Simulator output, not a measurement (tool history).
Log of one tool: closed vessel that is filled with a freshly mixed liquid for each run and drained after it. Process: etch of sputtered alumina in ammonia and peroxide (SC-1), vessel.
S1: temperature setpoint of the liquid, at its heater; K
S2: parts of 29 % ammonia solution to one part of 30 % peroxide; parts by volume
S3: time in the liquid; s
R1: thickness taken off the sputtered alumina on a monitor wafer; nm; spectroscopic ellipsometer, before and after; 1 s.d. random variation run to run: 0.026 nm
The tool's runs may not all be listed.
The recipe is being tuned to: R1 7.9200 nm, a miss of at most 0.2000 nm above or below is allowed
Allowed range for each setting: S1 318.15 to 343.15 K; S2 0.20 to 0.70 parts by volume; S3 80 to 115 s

| run | hour | S1 | S2 | S3 | R1 |
|---|---|---|---|---|---|
| 1 | 0.0 | 334.15 | 0.40 | 115 | 9.8248 |
| 2 | 7.1 | 340.65 | 0.40 | 115 | 13.4980 |
| 3 | 16.3 | 340.65 | 0.40 | 80 | 9.4446 |
| 4 | 20.4 | 340.65 | 0.40 | 115 | 13.5760 |
| 5 | 27.6 | 339.15 | 0.40 | 115 | 12.5960 |
| 6 | 32.8 | 343.15 | 0.40 | 115 | 15.2910 |
| 7 | 40.0 | 335.15 | 0.40 | 115 | 10.3800 |
| 8 | 42.0 | 335.15 | 0.40 | 115 | 10.3150 |
| 9 | 45.2 | 334.65 | 0.40 | 115 | 10.0390 |
| 10 | 49.0 | 329.15 | 0.40 | 115 | 7.5591 |

4 candidate next runs follow, results not yet known. Just one meets every target within its allowed miss. Identify it.
| A | 52.8 | 329.15 | 0.40 | 105 | ? |
| B | 52.8 | 331.15 | 0.60 | 110 | ? |
| C | 52.8 | 330.15 | 0.35 | 115 | ? |
| D | 52.8 | 332.15 | 0.35 | 110 | ? |

| move | R1 |
|---|---|
| A | 6.9006 |
| B | 8.3422 |
| C | 7.8658 |
| D | 8.3495 |
A: the biggest miss grows against the last run
B: carries the result that was furthest off beyond its target, to the other side
C: every result lands within tolerance
D: carries the result that was furthest off beyond its target, to the other side
Correct choice: C, which meets every target
